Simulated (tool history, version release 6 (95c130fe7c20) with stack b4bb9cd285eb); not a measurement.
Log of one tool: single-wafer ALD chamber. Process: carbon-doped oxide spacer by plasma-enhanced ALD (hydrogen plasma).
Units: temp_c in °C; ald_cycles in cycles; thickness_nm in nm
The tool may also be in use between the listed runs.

{"run": 1, "hour": 0.0, "temp_c": 415, "ald_cycles": 595, "thickness_nm": 28.158}
{"run": 2, "hour": 9.2, "temp_c": 411, "ald_cycles": 614, "thickness_nm": 29.265}
{"run": 3, "hour": 17.5, "temp_c": 409, "ald_cycles": 633, "thickness_nm": 30.615}
{"run": 4, "hour": 25.1, "temp_c": 417, "ald_cycles": 633, "thickness_nm": 29.715}
{"run": 5, "hour": 32.7, "temp_c": 421, "ald_cycles": 633, "thickness_nm": 29.63}
{"run": 6, "hour": 39.4, "temp_c": 421, "ald_cycles": 596, "thickness_nm": 27.917}

The next listed run, before its measurement:
{"run": 7, "hour": 45.4, "temp_c": 418, "ald_cycles": 621, "thickness_nm": "?"}

{"run 7": {"thickness_nm": 29.082}}

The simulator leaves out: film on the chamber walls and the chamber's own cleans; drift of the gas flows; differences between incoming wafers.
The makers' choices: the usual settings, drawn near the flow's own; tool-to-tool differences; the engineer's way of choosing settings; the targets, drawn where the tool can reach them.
